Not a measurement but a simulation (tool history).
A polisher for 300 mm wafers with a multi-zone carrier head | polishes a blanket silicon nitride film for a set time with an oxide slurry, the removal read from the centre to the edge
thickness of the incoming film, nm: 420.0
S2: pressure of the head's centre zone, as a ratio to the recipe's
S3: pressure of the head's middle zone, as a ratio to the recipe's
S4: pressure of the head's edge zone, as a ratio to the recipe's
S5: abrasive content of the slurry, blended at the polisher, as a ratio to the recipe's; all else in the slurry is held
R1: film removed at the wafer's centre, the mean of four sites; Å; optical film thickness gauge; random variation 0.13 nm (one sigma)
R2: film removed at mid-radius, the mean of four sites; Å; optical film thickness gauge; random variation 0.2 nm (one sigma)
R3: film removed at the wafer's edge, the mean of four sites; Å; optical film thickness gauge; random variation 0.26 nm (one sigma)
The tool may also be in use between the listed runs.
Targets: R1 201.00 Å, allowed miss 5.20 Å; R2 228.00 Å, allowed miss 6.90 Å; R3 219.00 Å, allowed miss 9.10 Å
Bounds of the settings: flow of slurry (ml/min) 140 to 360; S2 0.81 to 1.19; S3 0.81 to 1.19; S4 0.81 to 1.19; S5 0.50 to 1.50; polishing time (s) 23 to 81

Run 1, hour 0.0: flow of slurry (ml/min) 230, S2 1.00, S3 1.00, S4 1.00, S5 1.00, polishing time (s) 52. Result: R1 403.55 Å, R2 400.49 Å, R3 413.21 Å.
Run 2, hour 8.0: flow of slurry (ml/min) 230, S2 1.00, S3 1.00, S4 1.00, S5 1.10, polishing time (s) 52. Result: R1 418.28 Å, R2 411.49 Å, R3 426.09 Å.
Run 3, hour 12.0: flow of slurry (ml/min) 225, S2 0.97, S3 0.99, S4 0.96, S5 0.95, polishing time (s) 47. Result: R1 349.44 Å, R2 349.40 Å, R3 350.28 Å.
Run 4, hour 18.7: flow of slurry (ml/min) 265, S2 0.97, S3 0.99, S4 0.96, S5 0.95, polishing time (s) 47. Result: R1 362.89 Å, R2 352.62 Å, R3 364.60 Å.
Run 5, hour 20.3: flow of slurry (ml/min) 240, S2 0.93, S3 0.98, S4 0.94, S5 0.85, polishing time (s) 45. Result: R1 326.38 Å, R2 326.51 Å, R3 338.21 Å.
Run 6, hour 26.3: flow of slurry (ml/min) 205, S2 0.93, S3 0.98, S4 0.94, S5 0.85, polishing time (s) 45. Result: R1 315.20 Å, R2 316.63 Å, R3 326.76 Å.
Run 7, hour 28.1: flow of slurry (ml/min) 195, S2 0.90, S3 1.00, S4 0.93, S5 0.75, polishing time (s) 42. Result: R1 276.40 Å, R2 284.92 Å, R3 292.69 Å.
Run 8, hour 29.9: flow of slurry (ml/min) 185, S2 0.88, S3 1.02, S4 0.92, S5 0.70, polishing time (s) 40. Result: R1 247.99 Å, R2 266.65 Å, R3 266.70 Å.
Run 9, hour 37.5: flow of slurry (ml/min) 180, S2 0.87, S3 1.03, S4 0.91, S5 0.65, polishing time (s) 39. Result: R1 235.56 Å, R2 253.52 Å, R3 252.56 Å.
Run 10, hour 42.8: flow of slurry (ml/min) 175, S2 0.86, S3 1.04, S4 0.90, S5 0.60, polishing time (s) 39. Result: R1 222.35 Å, R2 244.71 Å, R3 237.82 Å.
Run 11, hour 46.0: flow of slurry (ml/min) 170, S2 0.85, S3 1.04, S4 0.89, S5 0.60, polishing time (s) 39. Result: R1 220.23 Å, R2 250.07 Å, R3 239.48 Å.
Run 12, hour 49.1: flow of slurry (ml/min) 165, S2 0.84, S3 1.03, S4 0.88, S5 0.55, polishing time (s) 39. Result: R1 212.13 Å, R2 235.51 Å, R3 229.89 Å.

Which of these 5 next moves meets every target?
Run A, hour 52.2: flow of slurry (ml/min) 180, S2 0.97, S3 1.15, S4 0.81, S5 0.50, polishing time (s) 38. Result: R1 ?, R2 ?, R3 ?.
Run B, hour 52.2: flow of slurry (ml/min) 195, S2 0.86, S3 1.00, S4 0.83, S5 0.50, polishing time (s) 39. Result: R1 ?, R2 ?, R3 ?.
Run C, hour 52.2: flow of slurry (ml/min) 170, S2 1.14, S3 1.08, S4 0.85, S5 0.55, polishing time (s) 33. Result: R1 ?, R2 ?, R3 ?.
Run D, hour 52.2: flow of slurry (ml/min) 240, S2 0.81, S3 1.04, S4 0.90, S5 0.55, polishing time (s) 35. Result: R1 ?, R2 ?, R3 ?.
Run E, hour 52.2: flow of slurry (ml/min) 200, S2 0.82, S3 1.06, S4 0.95, S5 0.65, polishing time (s) 37. Result: R1 ?, R2 ?, R3 ?.

move      R1      R2      R3
   A  221.44  245.92  217.09
   B  216.53  227.30  228.02
   C  214.61  206.53  197.43
   D  201.61  224.64  224.19
   E  220.34  248.69  252.07
A: further off than the last run
B: further off than the last run
C: further off than the last run
D: meets every target
E: further off than the last run
Move D is the one to make.
